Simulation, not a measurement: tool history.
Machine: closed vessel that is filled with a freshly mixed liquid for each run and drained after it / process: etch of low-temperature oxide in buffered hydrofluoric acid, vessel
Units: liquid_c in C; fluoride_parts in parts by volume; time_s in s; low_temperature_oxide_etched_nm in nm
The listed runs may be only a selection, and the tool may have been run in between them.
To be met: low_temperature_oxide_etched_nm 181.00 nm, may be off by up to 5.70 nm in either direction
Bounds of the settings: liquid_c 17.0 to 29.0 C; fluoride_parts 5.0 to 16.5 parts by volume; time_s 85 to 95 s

| run | hour | liquid_c | fluoride_parts | time_s | low_temperature_oxide_etched_nm |
|---|---|---|---|---|---|
| 1 | 0.0 | 21.0 | 10.0 | 85 | 252.15 |
| 2 | 3.2 | 21.0 | 10.0 | 95 | 281.15 |
| 3 | 4.1 | 21.0 | 10.0 | 95 | 282.16 |
| 4 | 10.2 | 19.5 | 10.0 | 95 | 257.86 |
| 5 | 17.8 | 18.5 | 10.5 | 95 | 233.68 |
| 6 | 21.4 | 17.0 | 10.5 | 95 | 220.12 |
| 7 | 30.2 | 17.0 | 11.0 | 95 | 208.76 |
| 8 | 36.7 | 17.0 | 11.5 | 95 | 204.38 |
| 9 | 43.2 | 17.0 | 12.0 | 95 | 193.99 |

Of the 4 settings listed for the next run, only one would bring every result within its allowed miss of target. Which one?
| A | 49.7 | 19.5 | 13.0 | 90 | ? |
| B | 49.7 | 18.5 | 12.0 | 90 | ? |
| C | 49.7 | 18.0 | 12.0 | 85 | ? |
| D | 49.7 | 17.5 | 11.5 | 90 | ? |

| move | low_temperature_oxide_etched_nm |
|---|---|
| A | 193.81 |
| B | 198.10 |
| C | 181.87 |
| D | 195.11 |
A: as far off as the last run
B: further off than the last run
C: every result within its allowed miss
D: further off than the last run
The right move is C.
